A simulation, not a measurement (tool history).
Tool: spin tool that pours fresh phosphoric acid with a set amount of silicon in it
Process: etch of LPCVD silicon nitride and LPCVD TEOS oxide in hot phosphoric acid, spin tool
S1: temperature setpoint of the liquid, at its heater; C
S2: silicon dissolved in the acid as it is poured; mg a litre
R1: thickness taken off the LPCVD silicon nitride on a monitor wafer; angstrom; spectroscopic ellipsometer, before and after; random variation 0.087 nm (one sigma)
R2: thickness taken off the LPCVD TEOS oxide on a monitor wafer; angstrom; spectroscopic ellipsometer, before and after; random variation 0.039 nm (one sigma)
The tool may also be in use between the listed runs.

Run 1, hour 0: S1 163 C, S2 16 mg a litre, time under the liquid (s) 180. Result: R1 154.9 angstrom, R2 10.65 angstrom.
Run 2, hour 7.6: S1 162.5 C, S2 11.5 mg a litre, time under the liquid (s) 175. Result: R1 149.09 angstrom, R2 11.573 angstrom.
Run 3, hour 8.7: S1 162.5 C, S2 11.5 mg a litre, time under the liquid (s) 255. Result: R1 218.39 angstrom, R2 16.584 angstrom.
Run 4, hour 14.7: S1 161.5 C, S2 8 mg a litre, time under the liquid (s) 235. Result: R1 192.28 angstrom, R2 15.462 angstrom.
Run 5, hour 22.6: S1 161.5 C, S2 2.5 mg a litre, time under the liquid (s) 235. Result: R1 196.69 angstrom, R2 16.812 angstrom.
Run 6, hour 25.6: S1 161.5 C, S2 1.5 mg a litre, time under the liquid (s) 215. Result: R1 177.57 angstrom, R2 16.088 angstrom.
Run 7, hour 33.3: S1 161.5 C, S2 1 mg a litre, time under the liquid (s) 200. Result: R1 164.68 angstrom, R2 15.334 angstrom.
Run 8, hour 40: S1 161.5 C, S2 0.5 mg a litre, time under the liquid (s) 190. Result: R1 157.03 angstrom, R2 14.143 angstrom.

The next listed run, before its measurement:
Run 9, hour 47.3: S1 161.5 C, S2 0.5 mg a litre, time under the liquid (s) 180. Result: R1 ?, R2 ?.

Run 9 gave R1 148.3 angstrom, R2 14.042 angstrom.
